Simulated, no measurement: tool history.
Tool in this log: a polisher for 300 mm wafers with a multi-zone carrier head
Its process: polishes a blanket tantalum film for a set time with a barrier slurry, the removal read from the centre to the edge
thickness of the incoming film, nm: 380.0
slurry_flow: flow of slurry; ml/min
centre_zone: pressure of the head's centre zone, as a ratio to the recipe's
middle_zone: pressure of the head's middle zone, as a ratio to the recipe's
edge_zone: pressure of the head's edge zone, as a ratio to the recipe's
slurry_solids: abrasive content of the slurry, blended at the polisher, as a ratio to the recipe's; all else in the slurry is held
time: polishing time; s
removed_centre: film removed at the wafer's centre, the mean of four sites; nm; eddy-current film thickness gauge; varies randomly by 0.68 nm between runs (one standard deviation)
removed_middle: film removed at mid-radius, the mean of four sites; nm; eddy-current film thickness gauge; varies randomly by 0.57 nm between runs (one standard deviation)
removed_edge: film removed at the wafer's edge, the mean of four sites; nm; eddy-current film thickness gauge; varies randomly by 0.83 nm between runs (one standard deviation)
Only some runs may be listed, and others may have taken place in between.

run	hour	slurry_flow	centre_zone	middle_zone	edge_zone	slurry_solids	time	removed_centre	removed_middle	removed_edge
1	0.0	300	1.00	1.00	1.00	1.00	65	116.07	116.620	118.290
2	1.0	300	1.01	0.98	0.98	0.95	65	117.00	114.170	115.300
3	8.4	300	0.93	0.98	0.98	0.95	65	109.45	112.320	115.910
4	14.8	300	1.01	0.98	0.98	0.95	65	118.15	113.580	115.160
5	21.5	300	1.01	0.92	0.98	0.95	65	117.27	107.030	114.670
6	27.8	295	1.01	0.91	0.96	0.90	65	114.59	106.770	111.500
7	31.8	300	1.03	0.90	0.96	0.85	64	113.60	104.130	110.450

What will run 8 give?
8	38.6	240	1.13	0.84	0.86	0.60	58	?	?	?

Run 8 came out at removed_centre 100.16 nm, removed_middle 81.704 nm, removed_edge 85.654 nm.
